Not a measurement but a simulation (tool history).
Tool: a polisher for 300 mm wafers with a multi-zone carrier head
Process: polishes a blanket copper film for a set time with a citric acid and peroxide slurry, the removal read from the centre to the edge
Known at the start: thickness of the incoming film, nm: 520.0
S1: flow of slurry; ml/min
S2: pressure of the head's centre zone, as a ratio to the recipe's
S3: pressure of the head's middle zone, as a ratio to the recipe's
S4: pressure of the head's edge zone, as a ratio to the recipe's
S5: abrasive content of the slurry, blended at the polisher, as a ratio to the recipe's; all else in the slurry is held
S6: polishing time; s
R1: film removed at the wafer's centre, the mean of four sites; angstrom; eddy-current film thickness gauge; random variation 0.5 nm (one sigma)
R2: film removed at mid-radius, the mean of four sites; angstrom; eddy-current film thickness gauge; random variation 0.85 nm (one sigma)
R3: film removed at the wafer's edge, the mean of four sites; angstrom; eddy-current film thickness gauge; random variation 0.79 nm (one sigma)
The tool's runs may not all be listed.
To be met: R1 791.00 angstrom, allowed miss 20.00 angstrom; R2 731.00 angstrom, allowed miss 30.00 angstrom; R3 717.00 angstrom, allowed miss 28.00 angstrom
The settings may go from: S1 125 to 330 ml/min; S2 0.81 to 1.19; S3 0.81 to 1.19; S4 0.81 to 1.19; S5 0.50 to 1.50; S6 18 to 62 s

run 1 hour=0.0 | S1=210 S2=1.00 S3=1.00 S4=1.00 S5=1.00 S6=40 | R1=598.59 R2=580.60 R3=589.11
run 2 hour=5.4 | S1=220 S2=1.02 S3=1.02 S4=1.02 S5=1.05 S6=40 | R1=613.87 R2=615.17 R3=602.04
run 3 hour=6.1 | S1=220 S2=1.02 S3=1.07 S4=1.02 S5=1.05 S6=40 | R1=614.53 R2=644.46 R3=592.28
run 4 hour=7.0 | S1=230 S2=1.05 S3=1.06 S4=1.04 S5=1.10 S6=40 | R1=638.66 R2=631.73 R3=621.69
run 5 hour=8.9 | S1=240 S2=1.07 S3=1.08 S4=1.04 S5=1.15 S6=40 | R1=657.92 R2=660.60 R3=624.17
run 6 hour=15.0 | S1=240 S2=1.07 S3=1.08 S4=1.10 S5=1.15 S6=40 | R1=659.68 R2=653.72 R3=630.40
run 7 hour=15.9 | S1=245 S2=1.09 S3=1.08 S4=1.10 S5=1.20 S6=40 | R1=675.82 R2=670.01 R3=656.81
run 8 hour=19.5 | S1=250 S2=1.11 S3=1.08 S4=1.09 S5=1.20 S6=40 | R1=699.04 R2=677.40 R3=644.10
run 9 hour=23.8 | S1=255 S2=1.12 S3=1.08 S4=1.10 S5=1.25 S6=40 | R1=701.25 R2=664.47 R3=649.42
run 10 hour=32.5 | S1=275 S2=1.19 S3=1.16 S4=1.15 S5=1.50 S6=42 | R1=819.94 R2=806.30 R3=734.67
run 11 hour=33.7 | S1=270 S2=1.19 S3=1.15 S4=1.15 S5=1.50 S6=42 | R1=833.39 R2=785.46 R3=736.36

5 next moves are on the table. One of them brings every result within its allowed miss. Which?
run A hour=34.9 | S1=275 S2=1.12 S3=1.06 S4=1.19 S5=1.45 S6=44 | R1=? R2=? R3=?
run B hour=34.9 | S1=325 S2=1.19 S3=1.02 S4=1.17 S5=1.50 S6=42 | R1=? R2=? R3=?
run C hour=34.9 | S1=305 S2=1.19 S3=1.19 S4=1.07 S5=1.25 S6=44 | R1=? R2=? R3=?
run D hour=34.9 | S1=300 S2=1.17 S3=1.09 S4=1.13 S5=1.45 S6=41 | R1=? R2=? R3=?
run E hour=34.9 | S1=330 S2=1.19 S3=1.19 S4=1.04 S5=1.50 S6=44 | R1=? R2=? R3=?

move=A R1=811.37 R2=770.14 R3=775.11
move=B R1=838.31 R2=729.28 R3=749.43
move=C R1=836.95 R2=830.53 R3=714.38
move=D R1=793.52 R2=741.66 R3=708.15
move=E R1=880.64 R2=873.23 R3=739.47
A: as far off as the last run
B: further off than the last run
C: further off than the last run
D: meets every target
E: further off than the last run
Move D is the one to make.
